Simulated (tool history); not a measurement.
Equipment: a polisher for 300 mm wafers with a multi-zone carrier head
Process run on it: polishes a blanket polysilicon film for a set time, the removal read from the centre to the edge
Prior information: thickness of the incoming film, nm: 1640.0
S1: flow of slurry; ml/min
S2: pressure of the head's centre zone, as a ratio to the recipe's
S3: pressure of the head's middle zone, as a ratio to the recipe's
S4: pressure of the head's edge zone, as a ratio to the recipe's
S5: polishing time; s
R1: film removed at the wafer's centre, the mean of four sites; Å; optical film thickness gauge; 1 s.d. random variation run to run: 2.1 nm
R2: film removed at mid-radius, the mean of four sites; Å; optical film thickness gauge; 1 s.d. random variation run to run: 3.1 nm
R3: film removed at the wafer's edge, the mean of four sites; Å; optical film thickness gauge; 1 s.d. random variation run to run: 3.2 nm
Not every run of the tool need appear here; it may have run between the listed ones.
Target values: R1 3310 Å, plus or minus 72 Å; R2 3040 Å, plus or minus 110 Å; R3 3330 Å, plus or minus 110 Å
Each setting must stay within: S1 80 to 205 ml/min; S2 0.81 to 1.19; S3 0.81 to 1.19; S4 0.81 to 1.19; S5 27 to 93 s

run  hour   S1    S2    S3    S4  S5      R1      R2      R3
  1     0  135     1     1     1  59  4705.5  4651.3  4646.9
  2   5.2  125  0.98  0.95  0.96  55  4177.7  4122.8  4286.6
  3  10.8  125  0.99  0.92  0.93  51  3937.2  3808.3  3911.8
  4  13.1  125  0.99  0.92  1.01  51  3960.5  3748.5  3984.9
  5  21.3  125  0.99  0.92  0.95  51  3993.3  3702.6  3884.7
  6  29.8  120  0.98   0.9  0.92  49  3689.7  3514.5  3688.2
  7  34.3  110  0.98  0.88   0.9  49  3646.7  3447.7  3611.8
  8  35.3  105  0.98  0.86   0.9  48  3547.4  3221.1  3507.1
  9    42  100  0.97  0.86  0.89  48  3479.8  3185.1    3401
 10  48.9   95  0.96  0.86   0.9  48  3420.8  3129.5  3468.8
 11  50.1   85  0.95  0.85  0.85  47    3210  2997.1  3256.5

Exercise: of the 4 proposed moves below, exactly one satisfies all targets within the stated allowed misses. Which move is it?
  A  51.3  80   0.9  0.83  0.87  49   ?   ?   ?
  B  51.3  95  1.03  0.84  0.83  45   ?   ?   ?
  C  51.3  80   0.9  0.82  0.88  47   ?   ?   ?
  D  51.3  80  0.99  0.89  0.91  47   ?   ?   ?

move      R1      R2      R3
   A  3097.1  2995.4  3444.2
   B  3384.6  2868.8    3168
   C  2970.4  2844.9  3320.7
   D  3271.6  3040.7  3367.5
A: moves away from the targets compared with the last run
B: takes the result that was furthest off past its target
C: moves away from the targets compared with the last run
D: all results land within tolerance of their targets
Go with D: it meets all targets.
